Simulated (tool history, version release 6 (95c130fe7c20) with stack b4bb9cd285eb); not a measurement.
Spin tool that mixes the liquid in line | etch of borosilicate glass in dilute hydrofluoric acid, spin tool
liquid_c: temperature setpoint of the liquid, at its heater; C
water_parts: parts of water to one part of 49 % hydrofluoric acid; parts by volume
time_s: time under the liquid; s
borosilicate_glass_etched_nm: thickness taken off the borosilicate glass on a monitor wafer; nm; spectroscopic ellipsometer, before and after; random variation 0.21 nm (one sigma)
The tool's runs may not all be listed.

run,hour,liquid_c,water_parts,time_s,borosilicate_glass_etched_nm
1,0,25,150,75,21.457
2,6.8,26.5,145,75,23.593
3,10.2,24.5,145,75,22.031
4,11.1,24.5,115,75,28.875
5,12.8,25.5,115,75,29.843
6,16.3,26,115,75,30.747
7,17.1,26.5,115,75,31.117

The next listed run, before its measurement:
8,23.2,27,115,75,?

Run 8 gave borosilicate_glass_etched_nm 31.999 nm.
